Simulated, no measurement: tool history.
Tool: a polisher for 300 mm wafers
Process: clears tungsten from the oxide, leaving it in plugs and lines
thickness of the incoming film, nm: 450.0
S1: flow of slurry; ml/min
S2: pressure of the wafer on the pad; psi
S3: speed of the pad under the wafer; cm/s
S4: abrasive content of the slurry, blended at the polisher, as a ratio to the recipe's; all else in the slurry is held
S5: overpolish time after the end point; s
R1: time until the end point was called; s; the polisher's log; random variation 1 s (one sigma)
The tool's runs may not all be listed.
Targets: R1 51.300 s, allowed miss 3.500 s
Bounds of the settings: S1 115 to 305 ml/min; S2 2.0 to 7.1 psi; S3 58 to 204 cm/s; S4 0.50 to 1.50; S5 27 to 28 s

{"run": 1, "hour": 0.0, "S1": 195, "S2": 4.5, "S3": 130, "S4": 1.0, "S5": 27, "R1": 82.941}
{"run": 2, "hour": 7.3, "S1": 195, "S2": 4.8, "S3": 132, "S4": 1.0, "S5": 27, "R1": 78.984}
{"run": 3, "hour": 11.8, "S1": 195, "S2": 5.1, "S3": 134, "S4": 1.0, "S5": 27, "R1": 74.238}
{"run": 4, "hour": 15.8, "S1": 235, "S2": 5.1, "S3": 134, "S4": 1.0, "S5": 27, "R1": 72.184}
{"run": 5, "hour": 24.3, "S1": 235, "S2": 5.1, "S3": 112, "S4": 1.0, "S5": 27, "R1": 86.919}
{"run": 6, "hour": 31.1, "S1": 235, "S2": 5.1, "S3": 112, "S4": 1.0, "S5": 27, "R1": 81.997}
{"run": 7, "hour": 33.2, "S1": 235, "S2": 5.4, "S3": 116, "S4": 1.0, "S5": 27, "R1": 79.024}
{"run": 8, "hour": 41.9, "S1": 235, "S2": 5.6, "S3": 120, "S4": 1.0, "S5": 27, "R1": 72.881}
{"hour": 43.9, "done": "slurry tank refilled with fresh slurry and peroxide"}
{"run": 9, "hour": 43.9, "S1": 235, "S2": 5.8, "S3": 122, "S4": 1.0, "S5": 27, "R1": 57.29}
{"run": 10, "hour": 46.7, "S1": 235, "S2": 5.9, "S3": 122, "S4": 1.0, "S5": 27, "R1": 56.281}

Which of these 5 next moves meets every target?
{"run": "A", "hour": 49.5, "S1": 205, "S2": 6.6, "S3": 122, "S4": 0.9, "S5": 27, "R1": "?"}
{"run": "B", "hour": 49.5, "S1": 270, "S2": 6.9, "S3": 128, "S4": 1.0, "S5": 28, "R1": "?"}
{"run": "C", "hour": 49.5, "S1": 205, "S2": 5.0, "S3": 116, "S4": 0.85, "S5": 28, "R1": "?"}
{"run": "D", "hour": 49.5, "S1": 260, "S2": 5.5, "S3": 122, "S4": 0.9, "S5": 27, "R1": "?"}
{"run": "E", "hour": 49.5, "S1": 250, "S2": 7.1, "S3": 136, "S4": 0.95, "S5": 27, "R1": "?"}

move=A R1=53.884
move=B R1=46.909
move=C R1=74.199
move=D R1=62.395
move=E R1=43.881
A: meets every target
B: takes the result that was furthest off past its target
C: further off than the last run
D: further off than the last run
E: takes the result that was furthest off past its target
Answer: A

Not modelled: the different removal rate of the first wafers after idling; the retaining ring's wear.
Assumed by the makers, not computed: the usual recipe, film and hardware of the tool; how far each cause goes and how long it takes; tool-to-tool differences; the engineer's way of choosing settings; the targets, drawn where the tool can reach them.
